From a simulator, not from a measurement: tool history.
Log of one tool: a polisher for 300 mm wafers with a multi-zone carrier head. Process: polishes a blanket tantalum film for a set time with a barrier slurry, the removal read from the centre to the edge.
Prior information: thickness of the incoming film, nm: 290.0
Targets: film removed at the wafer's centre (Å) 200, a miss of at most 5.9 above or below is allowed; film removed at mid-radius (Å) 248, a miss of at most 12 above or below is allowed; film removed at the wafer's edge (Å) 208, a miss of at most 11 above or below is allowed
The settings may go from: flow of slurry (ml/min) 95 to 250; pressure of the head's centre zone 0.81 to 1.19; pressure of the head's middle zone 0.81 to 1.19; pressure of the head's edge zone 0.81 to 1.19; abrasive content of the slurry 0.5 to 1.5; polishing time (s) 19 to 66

run	hour	flow of slurry (ml/min)	pressure of the head's centre zone	pressure of the head's middle zone	pressure of the head's edge zone	abrasive content of the slurry	polishing time (s)	film removed at the wafer's centre (Å)	film removed at mid-radius (Å)	film removed at the wafer's edge (Å)
1	0	160	1	1	1	1	42	455.14	470.8	443.42
2	1.2	160	0.93	1	1	1	42	424.3	495.09	436
3	9.1	160	1	1	1	1	42	452.64	470.18	447.58
4	11.9	155	0.98	0.99	0.99	0.95	40	420.54	447.2	412.92
5	20.6	150	0.96	0.98	0.99	0.9	38	381	413.87	383.42
6	23.6	145	0.95	0.97	0.98	0.85	36	344.46	384.68	361.21
7	31.7	145	0.95	0.97	0.96	0.8	34	324.86	358.68	322.38
8	40	145	0.95	0.97	0.96	0.8	34	329.68	351.52	330.18
9	47.5	125	0.85	1.03	0.86	0.55	22	163.97	214.06	185.5
10	50.4	135	0.85	1.03	0.86	0.55	22	166.73	213.91	187.11
# hour 53.9: edge zone pressure recalibrated
11	53.9	135	0.85	1.03	0.86	0.55	22	169.72	208.55	188.12

Which single option among these 4 for the next run brings every result within its allowed miss of target? Just one does.
A	57.4	120	0.85	1.08	0.84	0.55	25	?	?	?
B	57.4	200	0.81	0.81	0.94	0.7	24	?	?	?
C	57.4	95	0.94	1.14	0.87	0.75	23	?	?	?
D	57.4	95	0.86	1.15	0.87	0.55	29	?	?	?

move	film removed at the wafer's centre (Å)	film removed at mid-radius (Å)	film removed at the wafer's edge (Å)
A	186.65	247.22	213.47
B	198.55	228.22	242.4
C	197.78	246.67	210.67
D	209.05	287.01	243.54
A: moves toward the targets from the last run without getting all of them in spec
B: brings the result that was furthest off to its target, and leaves another outside
C: every result within its allowed miss
D: takes the result that was furthest off past its target
Go with C: it meets all targets.

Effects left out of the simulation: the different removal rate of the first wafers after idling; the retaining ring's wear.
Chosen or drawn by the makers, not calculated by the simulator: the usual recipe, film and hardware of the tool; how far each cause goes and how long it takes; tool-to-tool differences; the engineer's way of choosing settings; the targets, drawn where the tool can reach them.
